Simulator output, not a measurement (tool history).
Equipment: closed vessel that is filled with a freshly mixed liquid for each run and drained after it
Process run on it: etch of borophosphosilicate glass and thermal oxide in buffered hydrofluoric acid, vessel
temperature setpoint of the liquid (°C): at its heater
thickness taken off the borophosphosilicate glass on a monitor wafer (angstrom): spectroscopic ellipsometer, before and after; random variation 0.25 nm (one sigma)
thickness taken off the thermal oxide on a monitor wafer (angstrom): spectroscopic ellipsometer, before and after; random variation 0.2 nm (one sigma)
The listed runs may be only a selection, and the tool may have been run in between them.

| run | day | temperature setpoint of the liquid (°C) | parts of 40 % ammonium fluoride to one part of 49 % hydrofluoric acid (parts by volume) | time in the liquid (s) | thickness taken off the borophosphosilicate glass on a monitor wafer (angstrom) | thickness taken off the thermal oxide on a monitor wafer (angstrom) |
|---|---|---|---|---|---|---|
| 1 | 0.000 | 22.0 | 20.5 | 60 | 585.09 | 316.57 |
| 2 | 0.083 | 22.0 | 20.5 | 75 | 727.39 | 394.45 |
| 3 | 0.192 | 22.0 | 20.5 | 90 | 868.79 | 470.92 |
| 4 | 0.479 | 23.5 | 20.5 | 90 | 938.92 | 520.86 |
| 5 | 0.554 | 23.5 | 20.5 | 105 | 1084.20 | 605.80 |
| 6 | 0.892 | 21.5 | 23.5 | 95 | 807.18 | 438.69 |
| 7 | 1.271 | 20.5 | 25.5 | 85 | 650.14 | 359.16 |
| 8 | 1.467 | 19.5 | 27.0 | 80 | 552.71 | 298.80 |

Run 9 has not been measured yet. What should we expect?
| 9 | 1.671 | 19.0 | 28.0 | 75 | ? | ? |

{"run 9": {"thickness taken off the borophosphosilicate glass on a monitor wafer (angstrom)": 494.75, "thickness taken off the thermal oxide on a monitor wafer (angstrom)": 269.46}}
